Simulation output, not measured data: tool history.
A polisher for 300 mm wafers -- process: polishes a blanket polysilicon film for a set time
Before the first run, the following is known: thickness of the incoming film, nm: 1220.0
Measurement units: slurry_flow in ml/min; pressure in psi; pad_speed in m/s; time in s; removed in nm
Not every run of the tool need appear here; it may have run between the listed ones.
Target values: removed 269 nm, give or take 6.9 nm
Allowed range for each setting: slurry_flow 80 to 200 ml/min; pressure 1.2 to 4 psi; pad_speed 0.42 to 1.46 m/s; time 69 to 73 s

run,hour,slurry_flow,pressure,pad_speed,time,removed
1,0,130,2.6,0.94,69,492.13
2,5.3,130,2.9,0.94,69,548.2
3,7.2,150,2.9,0.94,69,563.88
4,13.1,140,2.4,0.92,69,454.06
5,15.8,140,2.1,0.92,69,401.35
6,22.5,140,2.4,0.92,69,453.6
7,30.4,105,1.7,0.9,69,301.38
8,36.6,100,1.7,0.9,69,304.13
9,44.2,95,1.6,0.9,69,280.73
10,45.7,95,1.6,0.9,69,283.05
11,53.6,90,1.6,0.9,69,283.51

5 candidate next runs follow, results not yet known. Just one meets every target within its allowed miss. Identify it.
A,61.5,105,1.9,0.7,73,?
B,61.5,100,1.6,0.86,73,?
C,61.5,145,1.7,0.78,69,?
D,61.5,100,1.6,0.84,69,?
E,61.5,80,1.7,0.86,69,?

move,removed
A,285.03
B,287.42
C,279.03
D,266.07
E,277.63
A: the biggest miss grows against the last run
B: the biggest miss grows against the last run
C: nearer the targets than the last run, but a result is still out of spec
D: meets every target
E: nearer the targets than the last run, but a result is still out of spec
Go with D: it meets all targets.
